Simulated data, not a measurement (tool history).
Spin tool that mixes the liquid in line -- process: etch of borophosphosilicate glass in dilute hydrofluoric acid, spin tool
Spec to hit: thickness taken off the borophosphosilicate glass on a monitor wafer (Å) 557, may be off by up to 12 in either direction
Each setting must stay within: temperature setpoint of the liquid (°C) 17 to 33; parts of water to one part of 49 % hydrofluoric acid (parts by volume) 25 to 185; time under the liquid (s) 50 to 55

run,hour,temperature setpoint of the liquid (°C),parts of water to one part of 49 % hydrofluoric acid (parts by volume),time under the liquid (s),thickness taken off the borophosphosilicate glass on a monitor wafer (Å)
1,0,25,105,50,239.54
2,8.2,25,135,50,181.48
3,15.1,26.5,120,50,219.47
4,21.8,23,120,50,193.17
5,24.9,25,120,50,206.41
6,28.7,26.5,105,50,254.91
7,37.6,27.5,95,50,297.98
8,44.1,28.5,90,50,328.72

Consider the 4 candidate settings below. Which is the only one whose results all fall within their allowed miss of target?
A,50.6,26,60,50,?
B,50.6,30,80,55,?
C,50.6,30,55,55,?
D,50.6,25.5,55,55,?

move,thickness taken off the borophosphosilicate glass on a monitor wafer (Å)
A,470.53
B,441.34
C,666.37
D,557.17
A: better than the last run, though not everything is in spec
B: better than the last run, though not everything is in spec
C: moves the result that the last run missed by most past its target, out the other side
D: every result lands within tolerance
Move D is the one to make.
